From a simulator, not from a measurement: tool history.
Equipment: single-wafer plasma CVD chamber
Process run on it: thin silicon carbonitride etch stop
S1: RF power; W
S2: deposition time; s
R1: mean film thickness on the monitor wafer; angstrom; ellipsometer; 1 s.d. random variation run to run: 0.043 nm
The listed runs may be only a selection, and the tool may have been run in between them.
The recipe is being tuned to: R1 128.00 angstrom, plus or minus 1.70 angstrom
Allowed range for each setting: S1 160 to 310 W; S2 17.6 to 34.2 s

run    day   S1    S2      R1
  1  0.000  235  25.9  146.84
  2  0.096  230  25.7  143.50
  3  0.350  225  25.7  142.37
  4  0.571  225  22.4  124.27
  5  0.683  225  19.9  110.50
  6  0.908  225  18.5  103.05
     1.254  -- thermocouple changed; heater temperature recalibrated
  7  1.254  235  18.8  107.17
  8  1.304  270  20.1  121.27
  9  1.629  275  20.1  121.86
 10  2.000  280  20.1  122.84
 11  2.217  310  20.4  130.49

4 next moves are on the table. One of them brings every result within its allowed miss. Which?
  A  2.433  300  20.3   ?
  B  2.433  310  20.9   ?
  C  2.433  305  20.7   ?
  D  2.433  310  20.7   ?

move      R1
   A  127.98
   B  133.52
   C  131.38
   D  132.24
A: every result lands within tolerance
B: misses by more than the last run did
C: misses by more than the last run did
D: misses by more than the last run did
The move that meets every target is A.

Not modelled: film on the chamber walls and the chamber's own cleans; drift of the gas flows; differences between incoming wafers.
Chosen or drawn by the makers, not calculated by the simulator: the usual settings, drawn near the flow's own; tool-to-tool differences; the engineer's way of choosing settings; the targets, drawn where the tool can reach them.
